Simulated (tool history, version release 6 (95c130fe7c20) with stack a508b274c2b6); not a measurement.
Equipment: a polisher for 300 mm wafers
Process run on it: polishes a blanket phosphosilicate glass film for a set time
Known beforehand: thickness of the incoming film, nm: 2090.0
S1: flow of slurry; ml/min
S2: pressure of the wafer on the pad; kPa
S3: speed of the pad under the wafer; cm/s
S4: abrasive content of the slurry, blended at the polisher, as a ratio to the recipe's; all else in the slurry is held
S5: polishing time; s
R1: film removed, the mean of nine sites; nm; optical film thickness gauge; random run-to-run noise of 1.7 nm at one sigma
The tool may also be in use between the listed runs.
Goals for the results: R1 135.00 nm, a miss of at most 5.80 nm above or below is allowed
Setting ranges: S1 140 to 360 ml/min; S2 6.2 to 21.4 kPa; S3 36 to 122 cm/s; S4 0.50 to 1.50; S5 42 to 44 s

run	hour	S1	S2	S3	S4	S5	R1
1	0.0	230	13.8	78	1.00	42	211.30
2	7.6	230	12.4	78	1.00	42	183.78
3	12.3	230	12.4	68	1.00	42	164.01
4	12.9	230	15.2	68	1.00	42	200.43
5	19.3	230	15.2	86	1.00	42	244.69
6	23.6	255	15.2	86	1.00	42	250.95
7	26.4	255	13.8	86	1.00	42	225.98
8	34.0	255	12.4	86	1.00	42	203.22
9	42.3	255	11.7	86	1.00	42	190.80
10	45.3	255	11.7	86	1.00	42	194.61
11	48.1	255	11.0	86	1.00	42	183.66
12	54.8	255	6.9	84	1.00	42	111.16
13	57.9	260	6.9	84	1.00	42	116.74
14	61.1	265	6.9	84	1.00	42	113.55
15	67.2	265	7.6	84	1.00	42	123.97

Which one of the following 4 next-run settings gets every result inside its allowed miss? There is exactly one.
A	73.3	300	8.3	78	1.00	44	?
B	73.3	245	9.0	68	0.85	42	?
C	73.3	220	7.6	82	0.95	44	?
D	73.3	240	6.2	88	1.00	42	?

move	R1
A	133.95
B	109.72
C	120.37
D	104.81
A: hits every target within its allowed miss
B: the biggest miss grows against the last run
C: the biggest miss grows against the last run
D: the biggest miss grows against the last run
Go with A: it meets all targets.
